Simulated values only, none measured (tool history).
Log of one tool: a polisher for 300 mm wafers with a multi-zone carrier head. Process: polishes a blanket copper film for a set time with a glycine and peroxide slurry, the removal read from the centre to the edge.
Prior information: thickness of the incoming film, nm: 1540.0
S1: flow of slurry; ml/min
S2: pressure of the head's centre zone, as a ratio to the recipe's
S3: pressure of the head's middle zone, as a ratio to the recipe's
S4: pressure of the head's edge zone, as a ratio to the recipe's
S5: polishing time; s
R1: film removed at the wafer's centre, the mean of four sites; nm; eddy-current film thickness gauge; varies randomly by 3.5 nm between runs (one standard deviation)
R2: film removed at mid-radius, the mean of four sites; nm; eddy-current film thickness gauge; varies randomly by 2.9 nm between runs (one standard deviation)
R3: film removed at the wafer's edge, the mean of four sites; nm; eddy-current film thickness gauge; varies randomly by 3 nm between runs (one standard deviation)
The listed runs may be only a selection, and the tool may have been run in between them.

| run | hour | S1 | S2 | S3 | S4 | S5 | R1 | R2 | R3 |
|---|---|---|---|---|---|---|---|---|---|
| 1 | 0.0 | 320 | 1.00 | 1.00 | 1.00 | 90 | 433.17 | 444.56 | 431.51 |
| 2 | 2.8 | 315 | 0.98 | 1.00 | 1.00 | 88 | 419.16 | 437.59 | 416.97 |
| 3 | 9.8 | 310 | 0.96 | 1.01 | 1.02 | 85 | 391.62 | 428.39 | 403.69 |
| 4 | 14.1 | 305 | 0.94 | 1.01 | 1.03 | 83 | 374.50 | 412.04 | 402.26 |
| 5 | 21.0 | 305 | 0.94 | 1.08 | 1.03 | 83 | 376.75 | 440.28 | 395.59 |
| 6 | 27.5 | 300 | 0.92 | 1.08 | 1.03 | 81 | 356.85 | 432.86 | 393.29 |
| 7 | 28.2 | 295 | 0.91 | 1.07 | 1.02 | 80 | 354.20 | 421.33 | 378.31 |

Run 8 has not been measured yet. What should we expect?
| 8 | 35.5 | 295 | 0.90 | 1.07 | 1.03 | 79 | ? | ? | ? |

{"run 8": {"R1": 341.03, "R2": 416.59, "R3": 382.28}}
